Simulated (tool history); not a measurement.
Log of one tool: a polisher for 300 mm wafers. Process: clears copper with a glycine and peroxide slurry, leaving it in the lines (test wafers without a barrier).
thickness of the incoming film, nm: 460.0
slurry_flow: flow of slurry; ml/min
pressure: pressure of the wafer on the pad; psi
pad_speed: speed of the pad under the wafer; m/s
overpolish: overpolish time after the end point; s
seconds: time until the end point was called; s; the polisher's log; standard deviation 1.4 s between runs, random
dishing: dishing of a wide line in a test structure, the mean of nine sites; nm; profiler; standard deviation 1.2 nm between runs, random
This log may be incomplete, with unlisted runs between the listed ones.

run	hour	slurry_flow	pressure	pad_speed	overpolish	seconds	dishing
1	0.0	170	3.3	1.04	25	59.255	77.982
2	3.3	170	3.0	1.04	25	65.499	80.281
3	6.0	170	3.0	1.04	32	64.955	88.786
4	10.4	170	3.8	1.04	32	55.412	92.698
5	13.9	170	3.5	1.02	29	58.401	88.706
6	19.8	170	3.5	1.02	22	58.496	75.523
7	23.9	170	3.2	1.00	21	66.362	71.362
8	24.6	170	3.0	1.00	20	66.089	65.135

Run 9 has not been measured yet. What should we expect?
9	25.9	170	2.8	1.00	21	?	?

seconds: 69.846 s
dishing: 64.074 nm
